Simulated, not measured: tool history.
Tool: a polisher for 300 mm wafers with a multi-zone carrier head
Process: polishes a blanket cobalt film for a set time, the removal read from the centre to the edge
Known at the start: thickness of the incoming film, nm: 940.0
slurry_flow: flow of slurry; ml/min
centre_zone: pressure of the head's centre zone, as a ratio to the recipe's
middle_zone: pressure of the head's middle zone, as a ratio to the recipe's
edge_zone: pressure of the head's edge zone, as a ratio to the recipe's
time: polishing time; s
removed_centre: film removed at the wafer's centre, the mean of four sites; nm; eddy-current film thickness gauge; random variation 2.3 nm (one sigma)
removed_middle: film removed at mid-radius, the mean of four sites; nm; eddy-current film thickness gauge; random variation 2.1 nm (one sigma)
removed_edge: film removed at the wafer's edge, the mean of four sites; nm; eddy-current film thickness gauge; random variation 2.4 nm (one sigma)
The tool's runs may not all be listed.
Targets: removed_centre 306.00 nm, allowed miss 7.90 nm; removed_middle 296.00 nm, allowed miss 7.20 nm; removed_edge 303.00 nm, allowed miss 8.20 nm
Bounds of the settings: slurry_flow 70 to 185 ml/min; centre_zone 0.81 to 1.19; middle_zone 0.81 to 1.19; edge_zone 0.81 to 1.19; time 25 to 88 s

run,hour,slurry_flow,centre_zone,middle_zone,edge_zone,time,removed_centre,removed_middle,removed_edge
1,0.0,120,1.00,1.00,1.00,56,349.83,352.47,341.40
2,3.3,120,1.06,1.00,1.00,56,368.80,351.60,345.96
3,5.2,120,1.14,1.00,1.00,56,395.44,353.30,344.68
4,8.5,120,1.14,1.00,1.00,66,466.57,415.62,402.36
5,11.1,120,1.14,1.06,1.00,66,466.31,437.59,408.60
6,11.6,110,1.08,1.00,0.96,63,415.10,386.04,378.87
7,15.5,110,1.04,0.98,0.94,60,381.03,360.36,362.92
8,16.2,110,1.03,0.98,0.94,57,360.43,342.21,344.99
9,20.7,105,1.02,0.98,0.94,55,337.32,329.43,318.96
10,23.9,95,1.01,0.96,0.94,55,327.58,315.55,319.10
11,25.1,90,1.01,0.96,0.94,55,319.18,313.14,318.45
12,29.8,85,1.02,0.96,0.93,55,318.38,307.06,312.96

4 next moves are on the table. One of them brings every result within its allowed miss. Which?
A,34.5,90,1.07,1.03,0.92,54,?,?,?
B,34.5,100,1.01,0.95,0.98,51,?,?,?
C,34.5,105,1.09,0.99,0.86,52,?,?,?
D,34.5,70,0.97,0.90,0.96,60,?,?,?

move,removed_centre,removed_middle,removed_edge
A,328.73,322.95,303.92
B,305.20,293.45,301.89
C,337.73,313.66,292.09
D,304.36,295.50,327.42
A: further off than the last run
B: meets every target
C: further off than the last run
D: brings the result that was furthest off to its target, and leaves another outside
Move B is the one to make.

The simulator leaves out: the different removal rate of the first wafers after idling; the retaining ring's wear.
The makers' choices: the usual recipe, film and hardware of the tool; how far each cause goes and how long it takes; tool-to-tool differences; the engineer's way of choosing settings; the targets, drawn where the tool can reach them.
